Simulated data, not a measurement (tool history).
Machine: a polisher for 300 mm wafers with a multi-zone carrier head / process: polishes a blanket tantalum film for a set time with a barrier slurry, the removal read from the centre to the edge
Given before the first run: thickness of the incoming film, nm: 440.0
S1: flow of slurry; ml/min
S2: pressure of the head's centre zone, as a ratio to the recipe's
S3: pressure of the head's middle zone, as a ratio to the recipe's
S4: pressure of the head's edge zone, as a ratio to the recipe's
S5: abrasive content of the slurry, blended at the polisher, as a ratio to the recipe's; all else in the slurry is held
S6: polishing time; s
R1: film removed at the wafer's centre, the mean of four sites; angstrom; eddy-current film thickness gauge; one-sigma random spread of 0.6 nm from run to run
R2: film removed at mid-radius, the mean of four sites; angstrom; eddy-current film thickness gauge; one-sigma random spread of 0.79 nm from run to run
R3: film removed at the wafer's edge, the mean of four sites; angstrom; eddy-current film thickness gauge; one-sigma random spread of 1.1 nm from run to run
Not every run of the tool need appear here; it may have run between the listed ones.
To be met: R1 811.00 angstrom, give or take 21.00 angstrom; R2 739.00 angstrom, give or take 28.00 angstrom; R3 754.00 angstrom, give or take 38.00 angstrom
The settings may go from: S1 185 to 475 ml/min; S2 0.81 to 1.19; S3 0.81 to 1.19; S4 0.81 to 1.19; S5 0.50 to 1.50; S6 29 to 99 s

run	hour	S1	S2	S3	S4	S5	S6	R1	R2	R3
1	0.0	305	1.00	1.00	1.00	1.00	64	1617.30	1630.20	1674.40
2	8.0	305	1.00	1.00	1.00	0.80	64	1515.10	1558.50	1518.20
3	10.1	305	1.00	1.00	0.96	0.80	64	1500.60	1504.20	1472.50
4	12.3	305	1.03	1.00	0.96	0.80	64	1556.30	1514.50	1468.00
5	17.2	305	1.03	1.00	0.96	0.90	64	1605.60	1550.70	1579.50
6	21.8	300	1.01	0.96	0.93	0.80	58	1378.10	1341.10	1339.30
7	27.7	295	1.01	0.93	0.91	0.75	52	1182.80	1128.40	1178.50
8	33.1	300	1.02	0.93	0.89	0.70	48	1061.50	992.98	1022.90
9	41.2	300	1.02	0.93	0.88	0.65	46	986.42	939.81	928.87
10	42.7	300	1.02	0.92	0.87	0.60	45	914.60	864.01	867.87
11	44.6	300	1.02	0.91	0.86	0.60	44	898.15	829.39	856.56
12	49.2	300	1.02	0.91	0.85	0.60	44	906.48	824.48	848.25

Of the 4 settings listed for the next run, only one would bring every result within its allowed miss of target. Which one?
A	53.8	285	1.07	0.96	0.95	0.60	38	?	?	?
B	53.8	300	0.92	0.91	0.93	0.65	40	?	?	?
C	53.8	370	1.09	0.98	0.81	0.50	41	?	?	?
D	53.8	340	1.05	0.86	0.90	0.55	40	?	?	?

move	R1	R2	R3
A	818.64	738.79	745.17
B	777.94	782.27	816.67
C	818.65	736.01	680.15
D	814.54	683.18	736.40
A: every result lands within tolerance
B: takes the biggest miss from the last run beyond its target
C: meets the target for the result that was furthest off, but another lies outside its allowed miss
D: meets the target for the result that was furthest off, but another lies outside its allowed miss
The move that meets every target is A.
